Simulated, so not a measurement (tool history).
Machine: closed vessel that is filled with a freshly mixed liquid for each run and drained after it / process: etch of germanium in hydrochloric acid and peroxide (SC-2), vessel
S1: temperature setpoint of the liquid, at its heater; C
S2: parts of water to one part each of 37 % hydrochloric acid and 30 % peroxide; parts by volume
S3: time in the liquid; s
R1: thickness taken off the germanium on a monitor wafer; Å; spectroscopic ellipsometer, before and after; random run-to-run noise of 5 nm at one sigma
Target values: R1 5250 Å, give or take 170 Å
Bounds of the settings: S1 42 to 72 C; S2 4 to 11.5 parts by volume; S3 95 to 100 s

run 1 day=0 | S1=58 S2=6.5 S3=95 | R1=3860.3
run 2 day=0.346 | S1=58 S2=5.5 S3=95 | R1=3818.8
run 3 day=0.375 | S1=58 S2=5.5 S3=95 | R1=3845.7
run 4 day=0.688 | S1=63.5 S2=5.5 S3=95 | R1=4547.5
run 5 day=0.925 | S1=59.5 S2=5.5 S3=95 | R1=4038.5
run 6 day=1.25 | S1=61 S2=5.5 S3=95 | R1=4206.8
run 7 day=1.488 | S1=62.5 S2=5.5 S3=95 | R1=4355.5
run 8 day=1.525 | S1=64 S2=5.5 S3=95 | R1=4584.4
run 9 day=1.812 | S1=65 S2=5.5 S3=95 | R1=4769.7
run 10 day=2.125 | S1=65.5 S2=5.5 S3=95 | R1=4858.2

Pick the move, out of 5, that brings all results within their allowed miss; only one does.
run A day=2.438 | S1=66.5 S2=5 S3=100 | R1=?
run B day=2.438 | S1=64 S2=5 S3=100 | R1=?
run C day=2.438 | S1=63 S2=4 S3=95 | R1=?
run D day=2.438 | S1=62.5 S2=6.5 S3=95 | R1=?
run E day=2.438 | S1=63.5 S2=5 S3=95 | R1=?

move=A R1=5317.1
move=B R1=4943.3
move=C R1=4585.5
move=D R1=4438.2
move=E R1=4627.5
A: every result lands within tolerance
B: closes in on the targets versus the last run, not all within tolerance yet
C: misses by more than the last run did
D: misses by more than the last run did
E: misses by more than the last run did
Go with A: it meets all targets.
